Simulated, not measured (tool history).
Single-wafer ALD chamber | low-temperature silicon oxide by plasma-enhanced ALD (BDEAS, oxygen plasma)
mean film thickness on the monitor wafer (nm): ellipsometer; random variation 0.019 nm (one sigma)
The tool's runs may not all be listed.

run  hour  heater temperature setpoint (°C)  number of ALD cycles (cycles)  mean film thickness on the monitor wafer (nm)
  1   0.0                               110                             48                                         6.8167
  2   2.1                               111                             46                                         6.4899
  3  10.4                               111                             42                                         5.9305
  4  15.3                               111                             39                                         5.5179
  5  20.6                               111                             42                                         5.9078
  6  22.2                               111                             45                                         6.3072

Forecast run 7:
  7  28.5                               112                             44                                              ?

mean film thickness on the monitor wafer (nm): 6.1673

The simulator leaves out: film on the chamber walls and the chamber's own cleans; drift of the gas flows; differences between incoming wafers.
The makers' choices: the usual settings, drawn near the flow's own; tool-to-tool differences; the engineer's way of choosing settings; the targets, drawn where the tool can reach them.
